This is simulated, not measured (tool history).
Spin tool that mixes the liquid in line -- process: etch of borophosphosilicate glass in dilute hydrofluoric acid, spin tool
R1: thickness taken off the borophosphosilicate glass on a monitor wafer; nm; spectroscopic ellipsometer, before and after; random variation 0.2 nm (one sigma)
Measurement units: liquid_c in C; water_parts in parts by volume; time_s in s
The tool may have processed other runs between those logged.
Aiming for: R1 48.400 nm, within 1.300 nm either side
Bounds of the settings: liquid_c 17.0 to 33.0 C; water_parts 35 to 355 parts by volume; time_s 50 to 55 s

{"run": 1, "hour": 0.0, "liquid_c": 25.0, "water_parts": 195, "time_s": 50, "R1": 18.836}
{"run": 2, "hour": 7.4, "liquid_c": 26.5, "water_parts": 175, "time_s": 50, "R1": 22.84}
{"run": 3, "hour": 13.0, "liquid_c": 26.5, "water_parts": 175, "time_s": 55, "R1": 25.047}
{"run": 4, "hour": 17.1, "liquid_c": 26.5, "water_parts": 205, "time_s": 55, "R1": 20.595}
{"run": 5, "hour": 19.6, "liquid_c": 26.5, "water_parts": 160, "time_s": 55, "R1": 27.916}
{"run": 6, "hour": 27.7, "liquid_c": 24.5, "water_parts": 160, "time_s": 55, "R1": 25.849}
{"run": 7, "hour": 30.3, "liquid_c": 26.0, "water_parts": 150, "time_s": 55, "R1": 29.504}
{"run": 8, "hour": 38.5, "liquid_c": 26.0, "water_parts": 150, "time_s": 55, "R1": 29.548}
{"run": 9, "hour": 47.0, "liquid_c": 27.5, "water_parts": 140, "time_s": 55, "R1": 33.789}
{"run": 10, "hour": 47.7, "liquid_c": 28.5, "water_parts": 135, "time_s": 55, "R1": 36.636}
{"run": 11, "hour": 54.8, "liquid_c": 29.5, "water_parts": 130, "time_s": 55, "R1": 40.075}
{"run": 12, "hour": 56.0, "liquid_c": 30.0, "water_parts": 130, "time_s": 55, "R1": 40.643}

4 candidate next runs follow, results not yet known. Just one meets every target within its allowed miss. Identify it.
{"run": "A", "hour": 57.2, "liquid_c": 32.0, "water_parts": 150, "time_s": 50, "R1": "?"}
{"run": "B", "hour": 57.2, "liquid_c": 30.0, "water_parts": 125, "time_s": 55, "R1": "?"}
{"run": "C", "hour": 57.2, "liquid_c": 28.0, "water_parts": 105, "time_s": 55, "R1": "?"}
{"run": "D", "hour": 57.2, "liquid_c": 33.0, "water_parts": 130, "time_s": 55, "R1": "?"}

move=A R1=33.126
move=B R1=42.104
move=C R1=47.786
move=D R1=44.798
A: lands further from the targets than the last run did
B: gains on the last run, yet a result remains outside its allowed miss
C: meets every target
D: gains on the last run, yet a result remains outside its allowed miss
Go with C: it meets all targets.
